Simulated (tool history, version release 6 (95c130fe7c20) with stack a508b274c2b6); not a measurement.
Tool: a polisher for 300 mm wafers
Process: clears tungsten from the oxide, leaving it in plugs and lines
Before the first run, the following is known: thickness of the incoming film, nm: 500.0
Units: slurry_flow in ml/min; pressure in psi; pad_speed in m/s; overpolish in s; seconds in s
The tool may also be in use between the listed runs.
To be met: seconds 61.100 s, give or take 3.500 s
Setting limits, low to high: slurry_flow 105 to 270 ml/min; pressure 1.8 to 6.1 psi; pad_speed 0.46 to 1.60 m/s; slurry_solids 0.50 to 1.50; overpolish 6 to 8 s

{"run": 1, "hour": 0.0, "slurry_flow": 175, "pressure": 3.9, "pad_speed": 1.02, "slurry_solids": 1.0, "overpolish": 8, "seconds": 114.61}
{"run": 2, "hour": 7.3, "slurry_flow": 175, "pressure": 4.1, "pad_speed": 1.02, "slurry_solids": 1.0, "overpolish": 8, "seconds": 108.42}
{"run": 3, "hour": 10.2, "slurry_flow": 175, "pressure": 4.1, "pad_speed": 1.02, "slurry_solids": 1.0, "overpolish": 8, "seconds": 111.24}
{"run": 4, "hour": 17.6, "slurry_flow": 175, "pressure": 4.1, "pad_speed": 1.12, "slurry_solids": 1.0, "overpolish": 8, "seconds": 99.275}
{"run": 5, "hour": 21.4, "slurry_flow": 155, "pressure": 4.1, "pad_speed": 1.12, "slurry_solids": 1.0, "overpolish": 8, "seconds": 99.442}
{"run": 6, "hour": 26.6, "slurry_flow": 190, "pressure": 4.1, "pad_speed": 1.12, "slurry_solids": 1.0, "overpolish": 8, "seconds": 101.43}
{"run": 7, "hour": 33.7, "slurry_flow": 190, "pressure": 4.3, "pad_speed": 1.12, "slurry_solids": 1.0, "overpolish": 8, "seconds": 96.924}
{"run": 8, "hour": 41.0, "slurry_flow": 190, "pressure": 4.5, "pad_speed": 1.14, "slurry_solids": 1.0, "overpolish": 8, "seconds": 89.832}
{"run": 9, "hour": 47.4, "slurry_flow": 190, "pressure": 4.7, "pad_speed": 1.14, "slurry_solids": 1.0, "overpolish": 8, "seconds": 84.321}
{"run": 10, "hour": 54.2, "slurry_flow": 190, "pressure": 4.8, "pad_speed": 1.14, "slurry_solids": 1.0, "overpolish": 8, "seconds": 83.16}
{"run": 11, "hour": 58.3, "slurry_flow": 190, "pressure": 4.9, "pad_speed": 1.14, "slurry_solids": 1.0, "overpolish": 8, "seconds": 83.432}
{"run": 12, "hour": 64.5, "slurry_flow": 190, "pressure": 5.0, "pad_speed": 1.16, "slurry_solids": 1.0, "overpolish": 8, "seconds": 77.918}
{"run": 13, "hour": 67.3, "slurry_flow": 190, "pressure": 5.1, "pad_speed": 1.16, "slurry_solids": 1.0, "overpolish": 8, "seconds": 78.128}
{"run": 14, "hour": 73.9, "slurry_flow": 190, "pressure": 5.2, "pad_speed": 1.16, "slurry_solids": 1.0, "overpolish": 8, "seconds": 76.077}
{"run": 15, "hour": 80.5, "slurry_flow": 190, "pressure": 6.1, "pad_speed": 1.18, "slurry_solids": 1.0, "overpolish": 8, "seconds": 63.912}

Pick the move, out of 4, that brings all results within their allowed miss; only one does.
{"run": "A", "hour": 87.1, "slurry_flow": 190, "pressure": 5.4, "pad_speed": 1.24, "slurry_solids": 1.0, "overpolish": 8, "seconds": "?"}
{"run": "B", "hour": 87.1, "slurry_flow": 230, "pressure": 5.6, "pad_speed": 1.18, "slurry_solids": 1.0, "overpolish": 6, "seconds": "?"}
{"run": "C", "hour": 87.1, "slurry_flow": 105, "pressure": 6.1, "pad_speed": 1.28, "slurry_solids": 0.85, "overpolish": 8, "seconds": "?"}
{"run": "D", "hour": 87.1, "slurry_flow": 205, "pressure": 5.8, "pad_speed": 1.28, "slurry_solids": 1.0, "overpolish": 6, "seconds": "?"}

move=A seconds=69.882
move=B seconds=69.157
move=C seconds=69.610
move=D seconds=62.565
A: its largest miss is bigger than the last run's
B: its largest miss is bigger than the last run's
C: its largest miss is bigger than the last run's
D: meets every target
Answer: D
